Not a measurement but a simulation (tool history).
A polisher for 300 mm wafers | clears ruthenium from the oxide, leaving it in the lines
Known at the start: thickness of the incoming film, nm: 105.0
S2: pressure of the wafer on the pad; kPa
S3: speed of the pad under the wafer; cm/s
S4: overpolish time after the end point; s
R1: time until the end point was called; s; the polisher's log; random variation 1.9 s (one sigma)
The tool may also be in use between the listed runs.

{"run": 1, "hour": 0.0, "flow of slurry (ml/min)": 280, "S2": 15.9, "S3": 86, "S4": 8, "R1": 97.522}
{"run": 2, "hour": 5.8, "flow of slurry (ml/min)": 280, "S2": 15.9, "S3": 86, "S4": 8, "R1": 98.813}
{"run": 3, "hour": 7.7, "flow of slurry (ml/min)": 280, "S2": 15.2, "S3": 84, "S4": 8, "R1": 104.72}
{"run": 4, "hour": 10.8, "flow of slurry (ml/min)": 250, "S2": 15.2, "S3": 84, "S4": 8, "R1": 107.73}
{"run": 5, "hour": 12.7, "flow of slurry (ml/min)": 250, "S2": 11.7, "S3": 84, "S4": 8, "R1": 136.36}
{"run": 6, "hour": 17.0, "flow of slurry (ml/min)": 250, "S2": 11, "S3": 84, "S4": 8, "R1": 144.34}
{"run": 7, "hour": 23.4, "flow of slurry (ml/min)": 250, "S2": 10.3, "S3": 84, "S4": 8, "R1": 152.92}

The next listed run, before its measurement:
{"run": 8, "hour": 30.4, "flow of slurry (ml/min)": 250, "S2": 6.9, "S3": 84, "S4": 8, "R1": "?"}

{"run 8": {"R1": 222.85}}
